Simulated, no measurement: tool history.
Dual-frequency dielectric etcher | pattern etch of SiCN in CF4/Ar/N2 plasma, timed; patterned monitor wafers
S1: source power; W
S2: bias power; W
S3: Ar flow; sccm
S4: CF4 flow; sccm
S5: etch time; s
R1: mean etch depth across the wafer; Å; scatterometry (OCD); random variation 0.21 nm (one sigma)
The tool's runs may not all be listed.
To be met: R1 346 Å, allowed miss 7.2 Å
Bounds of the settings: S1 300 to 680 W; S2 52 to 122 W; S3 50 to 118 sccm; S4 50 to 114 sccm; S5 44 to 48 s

run 1 hour=0 | S1=490 S2=87 S3=84 S4=82 S5=48 | R1=472.25
run 2 hour=1.5 | S1=460 S2=87 S3=84 S4=82 S5=48 | R1=453.47
run 3 hour=3.3 | S1=460 S2=87 S3=84 S4=82 S5=44 | R1=415.22
run 4 hour=7.9 | S1=450 S2=87 S3=84 S4=82 S5=44 | R1=411.06
run 5 hour=10.2 | S1=440 S2=87 S3=84 S4=82 S5=44 | R1=405.35
run 6 hour=11 | S1=440 S2=87 S3=84 S4=94 S5=44 | R1=413.2
run 7 hour=12.3 | S1=430 S2=87 S3=84 S4=94 S5=44 | R1=404.49
run 8 hour=15.6 | S1=420 S2=87 S3=84 S4=94 S5=44 | R1=393.79
run 9 hour=23.9 | S1=410 S2=87 S3=84 S4=94 S5=44 | R1=387.15
run 10 hour=26.9 | S1=400 S2=87 S3=84 S4=94 S5=44 | R1=379.41

5 next moves are on the table. One of them brings every result within its allowed miss. Which?
run A hour=29.9 | S1=340 S2=83 S3=81 S4=96 S5=44 | R1=?
run B hour=29.9 | S1=360 S2=88 S3=89 S4=90 S5=44 | R1=?
run C hour=29.9 | S1=320 S2=83 S3=63 S4=86 S5=44 | R1=?
run D hour=29.9 | S1=330 S2=73 S3=86 S4=111 S5=46 | R1=?
run E hour=29.9 | S1=320 S2=87 S3=80 S4=94 S5=45 | R1=?

move=A R1=335.03
move=B R1=350.23
move=C R1=323.09
move=D R1=333.45
move=E R1=330.86
A: takes the result that was furthest off past its target
B: meets every target
C: takes the result that was furthest off past its target
D: takes the result that was furthest off past its target
E: takes the result that was furthest off past its target
Answer: B
